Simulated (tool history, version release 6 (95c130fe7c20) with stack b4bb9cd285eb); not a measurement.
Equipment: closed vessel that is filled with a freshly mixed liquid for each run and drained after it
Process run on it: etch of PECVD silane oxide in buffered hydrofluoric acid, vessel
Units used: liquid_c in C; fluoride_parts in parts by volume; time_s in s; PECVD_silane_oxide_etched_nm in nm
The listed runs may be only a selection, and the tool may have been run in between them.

run 1 day=0 | liquid_c=22 fluoride_parts=8.5 time_s=100 | PECVD_silane_oxide_etched_nm=385
run 2 day=0.167 | liquid_c=18.5 fluoride_parts=8.5 time_s=100 | PECVD_silane_oxide_etched_nm=316.82
run 3 day=0.192 | liquid_c=22 fluoride_parts=8.5 time_s=100 | PECVD_silane_oxide_etched_nm=389.74
run 4 day=0.475 | liquid_c=22 fluoride_parts=8.5 time_s=100 | PECVD_silane_oxide_etched_nm=387.44
run 5 day=0.675 | liquid_c=19 fluoride_parts=8.5 time_s=100 | PECVD_silane_oxide_etched_nm=326.08
run 6 day=0.775 | liquid_c=22 fluoride_parts=8.5 time_s=100 | PECVD_silane_oxide_etched_nm=383.32
run 7 day=0.85 | liquid_c=24.5 fluoride_parts=8.5 time_s=100 | PECVD_silane_oxide_etched_nm=437.46
run 8 day=0.883 | liquid_c=26 fluoride_parts=8.5 time_s=100 | PECVD_silane_oxide_etched_nm=486.15

What will run 9 give?
run 9 day=1.167 | liquid_c=27 fluoride_parts=8.5 time_s=100 | PECVD_silane_oxide_etched_nm=?

PECVD_silane_oxide_etched_nm: 505.09 nm

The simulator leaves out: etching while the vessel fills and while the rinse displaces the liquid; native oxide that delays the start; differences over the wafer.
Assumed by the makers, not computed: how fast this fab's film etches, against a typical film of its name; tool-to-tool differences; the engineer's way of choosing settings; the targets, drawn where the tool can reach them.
